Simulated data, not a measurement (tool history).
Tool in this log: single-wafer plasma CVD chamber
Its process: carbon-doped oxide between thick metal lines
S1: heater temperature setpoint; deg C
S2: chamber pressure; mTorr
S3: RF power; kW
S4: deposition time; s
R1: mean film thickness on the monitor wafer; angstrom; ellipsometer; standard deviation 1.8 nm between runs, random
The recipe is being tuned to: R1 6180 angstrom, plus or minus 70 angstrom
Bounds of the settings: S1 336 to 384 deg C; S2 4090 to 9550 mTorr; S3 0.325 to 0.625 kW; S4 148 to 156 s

| run | hour | S1 | S2 | S3 | S4 | R1 |
|---|---|---|---|---|---|---|
| 1 | 0 | 360 | 6820 | 0.475 | 156 | 7075 |
| 2 | 1.5 | 360 | 7640 | 0.475 | 156 | 7133 |
| 3 | 7.1 | 360 | 7640 | 0.44 | 156 | 6647.8 |
| 4 | 9.8 | 360 | 7640 | 0.505 | 156 | 7495.2 |
| 5 | 12.5 | 356 | 7640 | 0.505 | 156 | 7564.1 |
| 6 | 19 | 356 | 7640 | 0.505 | 148 | 7184.5 |
| 7 | 24.9 | 358 | 7450 | 0.485 | 148 | 6925.6 |
| 8 | 33.4 | 361 | 7220 | 0.47 | 148 | 6679.8 |
| 9 | 41.1 | 365 | 6980 | 0.465 | 148 | 6515.3 |
| 10 | 49 | 368 | 6860 | 0.465 | 148 | 6471.2 |
| 11 | 55.5 | 371 | 6740 | 0.465 | 148 | 6416.7 |
| 12 | 60.2 | 381 | 5950 | 0.455 | 148 | 6095.7 |
| 13 | 66.3 | 380 | 5990 | 0.455 | 148 | 6094.2 |

5 next moves are on the table. One of them brings every result within its allowed miss. Which?
| A | 72.4 | 384 | 6230 | 0.445 | 148 | ? |
| B | 72.4 | 382 | 6330 | 0.425 | 154 | ? |
| C | 72.4 | 382 | 5870 | 0.445 | 154 | ? |
| D | 72.4 | 370 | 6810 | 0.41 | 156 | ? |
| E | 72.4 | 381 | 5960 | 0.445 | 148 | ? |

| move | R1 |
|---|---|
| A | 5950.5 |
| B | 5960.9 |
| C | 6166.6 |
| D | 6024 |
| E | 5950.2 |
A: moves away from the targets compared with the last run
B: moves away from the targets compared with the last run
C: all results land within tolerance of their targets
D: moves away from the targets compared with the last run
E: moves away from the targets compared with the last run
The right move is C.
